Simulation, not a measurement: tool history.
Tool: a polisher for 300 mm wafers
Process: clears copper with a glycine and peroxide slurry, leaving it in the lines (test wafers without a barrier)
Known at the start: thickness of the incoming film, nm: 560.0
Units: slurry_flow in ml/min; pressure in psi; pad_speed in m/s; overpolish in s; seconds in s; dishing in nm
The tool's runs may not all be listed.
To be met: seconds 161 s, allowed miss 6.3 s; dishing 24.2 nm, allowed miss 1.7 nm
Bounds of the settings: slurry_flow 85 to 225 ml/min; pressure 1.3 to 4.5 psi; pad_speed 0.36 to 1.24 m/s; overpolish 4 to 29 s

| run | hour | slurry_flow | pressure | pad_speed | overpolish | seconds | dishing |
|---|---|---|---|---|---|---|---|
| 1 | 0 | 145 | 2.9 | 0.8 | 15 | 127.99 | 55.121 |
| 2 | 7.7 | 145 | 2.9 | 0.8 | 11 | 129.45 | 40.304 |
| 3 | 13.2 | 170 | 2.9 | 0.8 | 11 | 123.86 | 41.815 |
| 4 | 15.5 | 190 | 2.9 | 0.8 | 11 | 121.96 | 43.004 |
| 5 | 18.3 | 225 | 2.9 | 0.8 | 11 | 122.22 | 43.267 |
| 6 | 24.6 | 225 | 2.9 | 0.8 | 11 | 117.81 | 44.037 |
| 7 | 25.8 | 220 | 2.6 | 0.8 | 9 | 130.4 | 33.465 |
| 8 | 32.4 | 220 | 2.6 | 0.8 | 9 | 127.67 | 33.979 |
| 9 | 36.8 | 220 | 2.3 | 0.8 | 9 | 144.46 | 31.52 |
| 10 | 45.1 | 220 | 2.2 | 0.8 | 8 | 149.84 | 27.226 |
| 11 | 53.9 | 220 | 2.1 | 0.8 | 8 | 152.13 | 25.887 |

5 next moves are on the table. One of them brings every result within its allowed miss. Which?
| A | 62.7 | 220 | 1.8 | 0.76 | 7 | ? | ? |
| B | 62.7 | 175 | 2 | 0.88 | 9 | ? | ? |
| C | 62.7 | 225 | 1.8 | 0.88 | 10 | ? | ? |
| D | 62.7 | 210 | 2 | 0.78 | 8 | ? | ? |
| E | 62.7 | 215 | 2.2 | 0.64 | 10 | ? | ? |

| move | seconds | dishing |
|---|---|---|
| A | 177.41 | 19.485 |
| B | 154.05 | 28.095 |
| C | 160.86 | 29.694 |
| D | 162.8 | 23.972 |
| E | 172.2 | 28.122 |
A: takes the result that was furthest off past its target
B: further off than the last run
C: brings the result that was furthest off to its target, and leaves another outside
D: meets every target
E: takes the result that was furthest off past its target
Move D is the one to make.
